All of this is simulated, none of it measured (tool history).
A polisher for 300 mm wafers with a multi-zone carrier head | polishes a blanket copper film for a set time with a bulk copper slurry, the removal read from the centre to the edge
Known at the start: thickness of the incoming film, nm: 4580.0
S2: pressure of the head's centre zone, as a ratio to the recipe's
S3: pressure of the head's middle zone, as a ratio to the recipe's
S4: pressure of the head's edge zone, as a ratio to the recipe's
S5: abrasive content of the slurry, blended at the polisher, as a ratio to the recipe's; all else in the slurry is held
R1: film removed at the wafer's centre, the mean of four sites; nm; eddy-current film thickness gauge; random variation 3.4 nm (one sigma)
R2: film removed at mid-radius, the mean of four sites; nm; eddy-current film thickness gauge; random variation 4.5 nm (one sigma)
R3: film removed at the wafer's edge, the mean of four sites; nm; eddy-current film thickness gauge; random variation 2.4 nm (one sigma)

{"run": 1, "hour": 0.0, "flow of slurry (ml/min)": 265, "S2": 1.0, "S3": 1.0, "S4": 1.0, "S5": 1.0, "polishing time (s)": 70, "R1": 561.53, "R2": 572.45, "R3": 551.53}
{"run": 2, "hour": 8.3, "flow of slurry (ml/min)": 265, "S2": 1.0, "S3": 0.96, "S4": 1.0, "S5": 1.0, "polishing time (s)": 70, "R1": 559.11, "R2": 554.9, "R3": 550.02}
{"run": 3, "hour": 15.9, "flow of slurry (ml/min)": 255, "S2": 0.98, "S3": 0.94, "S4": 1.0, "S5": 0.9, "polishing time (s)": 67, "R1": 507.57, "R2": 502.29, "R3": 507.35}
{"run": 4, "hour": 17.8, "flow of slurry (ml/min)": 255, "S2": 0.98, "S3": 0.9, "S4": 1.0, "S5": 0.9, "polishing time (s)": 67, "R1": 503.33, "R2": 510.19, "R3": 508.03}
{"run": 5, "hour": 25.6, "flow of slurry (ml/min)": 255, "S2": 0.98, "S3": 0.9, "S4": 1.0, "S5": 0.9, "polishing time (s)": 52, "R1": 386.43, "R2": 393.93, "R3": 392.41}
{"run": 6, "hour": 33.3, "flow of slurry (ml/min)": 245, "S2": 0.98, "S3": 0.89, "S4": 1.02, "S5": 0.85, "polishing time (s)": 52, "R1": 382.04, "R2": 371.6, "R3": 389.68}
{"run": 7, "hour": 40.4, "flow of slurry (ml/min)": 235, "S2": 0.97, "S3": 0.88, "S4": 1.02, "S5": 0.8, "polishing time (s)": 52, "R1": 370.54, "R2": 373.97, "R3": 382.51}
{"run": 8, "hour": 47.1, "flow of slurry (ml/min)": 230, "S2": 0.97, "S3": 0.87, "S4": 1.03, "S5": 0.75, "polishing time (s)": 52, "R1": 362.03, "R2": 364.88, "R3": 375.74}
{"run": 9, "hour": 53.0, "flow of slurry (ml/min)": 225, "S2": 0.97, "S3": 0.86, "S4": 1.04, "S5": 0.75, "polishing time (s)": 52, "R1": 362.47, "R2": 361.31, "R3": 380.63}
{"run": 10, "hour": 54.5, "flow of slurry (ml/min)": 220, "S2": 0.97, "S3": 0.85, "S4": 1.05, "S5": 0.75, "polishing time (s)": 52, "R1": 361.33, "R2": 355.62, "R3": 382.82}
{"run": 11, "hour": 62.5, "flow of slurry (ml/min)": 215, "S2": 0.97, "S3": 0.84, "S4": 1.05, "S5": 0.75, "polishing time (s)": 52, "R1": 362.08, "R2": 350.88, "R3": 375.61}

Forecast run 12:
{"run": 12, "hour": 63.1, "flow of slurry (ml/min)": 210, "S2": 0.96, "S3": 0.84, "S4": 1.06, "S5": 0.75, "polishing time (s)": 52, "R1": "?", "R2": "?", "R3": "?"}

{"run 12": {"R1": 349.85, "R2": 349.02, "R3": 377.43}}

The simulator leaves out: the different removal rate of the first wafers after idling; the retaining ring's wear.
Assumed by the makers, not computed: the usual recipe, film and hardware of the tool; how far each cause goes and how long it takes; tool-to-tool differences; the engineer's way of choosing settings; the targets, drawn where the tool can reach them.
